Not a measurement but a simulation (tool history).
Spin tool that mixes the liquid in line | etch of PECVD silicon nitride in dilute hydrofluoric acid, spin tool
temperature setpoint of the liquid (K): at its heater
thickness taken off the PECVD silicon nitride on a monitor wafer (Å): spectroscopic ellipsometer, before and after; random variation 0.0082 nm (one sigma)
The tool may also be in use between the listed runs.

run	hour	temperature setpoint of the liquid (K)	parts of water to one part of 49 % hydrofluoric acid (parts by volume)	time under the liquid (s)	thickness taken off the PECVD silicon nitride on a monitor wafer (Å)
1	0	297.15	285	85	18.824
2	8.2	298.65	285	85	21.112
3	10.8	298.65	350	85	17.164
4	12.7	300.65	350	85	18.936
5	20.3	300.65	280	85	24.034
6	26.7	300.65	210	85	32.22
7	35.7	297.65	250	85	22.14
8	42.5	297.65	250	85	22.576

The next listed run, before its measurement:
9	49.5	295.65	280	85	?

thickness taken off the PECVD silicon nitride on a monitor wafer (Å): 17.544
